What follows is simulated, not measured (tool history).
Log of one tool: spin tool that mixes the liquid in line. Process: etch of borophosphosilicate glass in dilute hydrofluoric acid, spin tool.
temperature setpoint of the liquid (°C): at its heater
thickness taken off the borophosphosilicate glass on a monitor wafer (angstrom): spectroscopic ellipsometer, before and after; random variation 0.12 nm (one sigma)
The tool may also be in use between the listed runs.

run,hour,temperature setpoint of the liquid (°C),parts of water to one part of 49 % hydrofluoric acid (parts by volume),time under the liquid (s),thickness taken off the borophosphosilicate glass on a monitor wafer (angstrom)
1,0.0,21.0,265,70,115.07
2,6.5,21.0,265,70,114.59
3,11.4,23.0,225,70,151.57
4,16.4,23.0,225,70,152.20
5,24.7,23.0,225,55,118.36
6,29.1,25.0,225,55,127.81
7,31.0,29.0,120,55,314.59
8,37.2,28.5,120,55,310.25

Run 9 comes next. What will it give?
9,43.2,28.0,120,55,?

thickness taken off the borophosphosilicate glass on a monitor wafer (angstrom): 302.04

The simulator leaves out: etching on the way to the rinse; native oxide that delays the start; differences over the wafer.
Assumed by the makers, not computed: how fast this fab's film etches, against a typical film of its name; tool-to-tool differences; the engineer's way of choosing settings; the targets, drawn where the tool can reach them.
